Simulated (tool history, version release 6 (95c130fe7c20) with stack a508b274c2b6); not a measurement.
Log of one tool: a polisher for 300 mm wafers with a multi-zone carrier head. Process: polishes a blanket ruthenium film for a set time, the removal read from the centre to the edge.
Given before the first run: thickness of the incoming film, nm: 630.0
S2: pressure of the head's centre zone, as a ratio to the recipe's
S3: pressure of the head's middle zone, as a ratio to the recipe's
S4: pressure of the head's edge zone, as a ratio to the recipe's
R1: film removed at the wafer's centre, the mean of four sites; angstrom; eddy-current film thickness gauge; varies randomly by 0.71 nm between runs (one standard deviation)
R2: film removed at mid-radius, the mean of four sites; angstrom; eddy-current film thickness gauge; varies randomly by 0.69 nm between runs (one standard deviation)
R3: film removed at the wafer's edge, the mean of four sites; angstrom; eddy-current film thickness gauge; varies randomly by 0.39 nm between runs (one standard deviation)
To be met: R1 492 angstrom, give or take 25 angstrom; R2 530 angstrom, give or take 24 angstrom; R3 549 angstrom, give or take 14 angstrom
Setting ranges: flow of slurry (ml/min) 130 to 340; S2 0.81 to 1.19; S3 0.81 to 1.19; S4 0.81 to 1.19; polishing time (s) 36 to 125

run 1 day=0 | flow_of_slurry_(ml/min)=220 S2=1 S3=1 S4=1 polishing_time_(s)=80 | R1=699.22 R2=686.86 R3=706.02
run 2 day=0.054 | flow_of_slurry_(ml/min)=220 S2=1 S3=1 S4=1.03 polishing_time_(s)=80 | R1=703.44 R2=683.12 R3=717.23
run 3 day=0.383 | flow_of_slurry_(ml/min)=215 S2=0.97 S3=0.98 S4=1 polishing_time_(s)=76 | R1=634.94 R2=645.14 R3=671.21
run 4 day=0.45 | flow_of_slurry_(ml/min)=215 S2=0.97 S3=0.98 S4=1 polishing_time_(s)=85 | R1=691.57 R2=715.47 R3=744.69
run 5 day=0.7 | flow_of_slurry_(ml/min)=210 S2=0.96 S3=0.96 S4=0.97 polishing_time_(s)=80 | R1=639.09 R2=662.13 R3=687.28
run 6 day=0.833 | flow_of_slurry_(ml/min)=210 S2=0.96 S3=0.96 S4=1.04 polishing_time_(s)=80 | R1=658.63 R2=677 R3=721.57
run 7 day=1.071 | flow_of_slurry_(ml/min)=205 S2=0.95 S3=0.94 S4=1 polishing_time_(s)=77 | R1=622.56 R2=612.73 R3=671.12
run 8 day=1.375 | flow_of_slurry_(ml/min)=200 S2=0.93 S3=0.94 S4=0.96 polishing_time_(s)=75 | R1=590.56 R2=609.43 R3=643.89
run 9 day=1.521 | flow_of_slurry_(ml/min)=195 S2=0.92 S3=0.93 S4=0.93 polishing_time_(s)=73 | R1=564.55 R2=606.07 R3=614.57
run 10 day=1.542 | flow_of_slurry_(ml/min)=190 S2=0.91 S3=0.91 S4=0.91 polishing_time_(s)=72 | R1=541.33 R2=561.93 R3=602.86
run 11 day=1.692 | flow_of_slurry_(ml/min)=185 S2=0.9 S3=0.91 S4=0.89 polishing_time_(s)=71 | R1=526.75 R2=557.15 R3=581.84
run 12 day=1.75 | flow_of_slurry_(ml/min)=180 S2=0.89 S3=0.9 S4=0.88 polishing_time_(s)=71 | R1=521.1 R2=551.91 R3=584.77
run 13 day=1.842 | flow_of_slurry_(ml/min)=180 S2=0.89 S3=0.9 S4=0.87 polishing_time_(s)=70 | R1=522.53 R2=534.35 R3=565.88

Which of these 5 next moves meets every target?
run A day=1.933 | flow_of_slurry_(ml/min)=170 S2=0.88 S3=0.9 S4=0.89 polishing_time_(s)=68 | R1=? R2=? R3=?
run B day=1.933 | flow_of_slurry_(ml/min)=200 S2=0.93 S3=0.81 S4=0.83 polishing_time_(s)=71 | R1=? R2=? R3=?
run C day=1.933 | flow_of_slurry_(ml/min)=205 S2=0.82 S3=0.81 S4=0.94 polishing_time_(s)=68 | R1=? R2=? R3=?
run D day=1.933 | flow_of_slurry_(ml/min)=240 S2=1.04 S3=0.92 S4=0.91 polishing_time_(s)=64 | R1=? R2=? R3=?
run E day=1.933 | flow_of_slurry_(ml/min)=150 S2=0.85 S3=0.85 S4=1.01 polishing_time_(s)=71 | R1=? R2=? R3=?

move=A R1=491.66 R2=526.68 R3=549.1
move=B R1=560.45 R2=531.37 R3=568.04
move=C R1=474.84 R2=511.14 R3=577.4
move=D R1=582.76 R2=530.56 R3=543.79
move=E R1=480.9 R2=517.34 R3=597.26
A: hits every target within its allowed miss
B: moves away from the targets compared with the last run
C: brings the result that was furthest off to its target, and leaves another outside
D: moves away from the targets compared with the last run
E: brings the result that was furthest off to its target, and leaves another outside
So the answer is move A, the one that meets all the targets.
